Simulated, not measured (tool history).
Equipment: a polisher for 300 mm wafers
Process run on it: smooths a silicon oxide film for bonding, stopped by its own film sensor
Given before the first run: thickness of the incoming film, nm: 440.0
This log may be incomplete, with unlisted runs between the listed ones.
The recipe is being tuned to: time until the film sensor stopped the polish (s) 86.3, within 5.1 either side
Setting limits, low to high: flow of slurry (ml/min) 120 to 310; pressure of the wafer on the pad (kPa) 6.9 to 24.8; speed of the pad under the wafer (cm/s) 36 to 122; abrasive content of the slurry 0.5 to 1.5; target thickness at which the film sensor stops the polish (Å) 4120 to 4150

| run | hour | flow of slurry (ml/min) | pressure of the wafer on the pad (kPa) | speed of the pad under the wafer (cm/s) | abrasive content of the slurry | target thickness at which the film sensor stops the polish (Å) | time until the film sensor stopped the polish (s) |
|---|---|---|---|---|---|---|---|
| 1 | 0 | 200 | 15.9 | 78 | 1 | 4120 | 38.535 |
| 2 | 3 | 200 | 15.9 | 78 | 1.2 | 4120 | 33.688 |
| 3 | 7.3 | 200 | 18.6 | 78 | 1.2 | 4120 | 29.169 |
| 4 | 11.7 | 240 | 18.6 | 78 | 1.2 | 4120 | 28.245 |
| 5 | 16.3 | 205 | 18.6 | 78 | 1.2 | 4120 | 29.659 |
| 6 | 20.4 | 205 | 18.6 | 78 | 1.2 | 4150 | 25.587 |
| 7 | 27.9 | 205 | 16.5 | 70 | 1.15 | 4150 | 30.638 |
| 8 | 33.2 | 200 | 14.5 | 68 | 1.05 | 4140 | 40.589 |
| 9 | 33.9 | 200 | 13.1 | 62 | 1 | 4140 | 45.864 |
| 10 | 35.7 | 200 | 11.7 | 58 | 0.95 | 4140 | 55.639 |
| 11 | 42.4 | 200 | 11 | 54 | 0.95 | 4140 | 59.53 |
| 12 | 47.4 | 200 | 10.3 | 52 | 0.95 | 4140 | 65.214 |
| 13 | 48 | 200 | 9.7 | 50 | 0.95 | 4140 | 71.999 |
| 14 | 54.7 | 200 | 9 | 50 | 0.95 | 4140 | 74.323 |
| 15 | 56.9 | 200 | 8.3 | 50 | 0.95 | 4140 | 81.132 |

Below are 4 possible settings for the next run. Only one of them brings all results inside the allowed miss of their targets. Which is it?
| A | 59.1 | 140 | 9 | 62 | 0.9 | 4150 | ? |
| B | 59.1 | 155 | 6.9 | 62 | 0.9 | 4130 | ? |
| C | 59.1 | 180 | 7.6 | 72 | 0.75 | 4120 | ? |
| D | 59.1 | 225 | 7.6 | 46 | 0.95 | 4150 | ? |

| move | time until the film sensor stopped the polish (s) |
|---|---|
| A | 73.425 |
| B | 97.276 |
| C | 99.608 |
| D | 85.195 |
A: moves away from the targets compared with the last run
B: takes the result that was furthest off past its target
C: takes the result that was furthest off past its target
D: in spec on every target
So the answer is move D, the one that meets all the targets.
